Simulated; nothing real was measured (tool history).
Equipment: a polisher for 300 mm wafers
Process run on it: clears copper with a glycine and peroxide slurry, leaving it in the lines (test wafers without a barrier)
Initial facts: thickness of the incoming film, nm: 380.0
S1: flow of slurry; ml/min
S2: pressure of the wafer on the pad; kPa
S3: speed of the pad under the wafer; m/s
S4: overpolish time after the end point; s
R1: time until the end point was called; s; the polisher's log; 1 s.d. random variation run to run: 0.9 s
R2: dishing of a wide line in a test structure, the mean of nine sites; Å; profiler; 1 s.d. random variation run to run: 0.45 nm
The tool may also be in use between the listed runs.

run  hour   S1    S2    S3  S4      R1      R2
  1     0  250  15.9   0.8  12  98.651   229.3
  2     2  250  16.5   0.8  12  94.188  231.95
  3   8.7  250  14.5   0.8  12  105.65  223.65
  4  13.6  250  14.5   0.8  14  106.38  241.47
  5  17.7  250  14.5   0.6  14  125.38  222.24
  6  25.3  250  15.9   0.6  14  115.76  236.67
  7    30  255    20  0.64   8  95.208  191.62
  8    35  255  20.7  0.64   9  91.359  214.91

What will run 9 give?
  9  36.5  255  21.4  0.64   9   ?   ?

R1: 89.987 s
R2: 214.29 Å
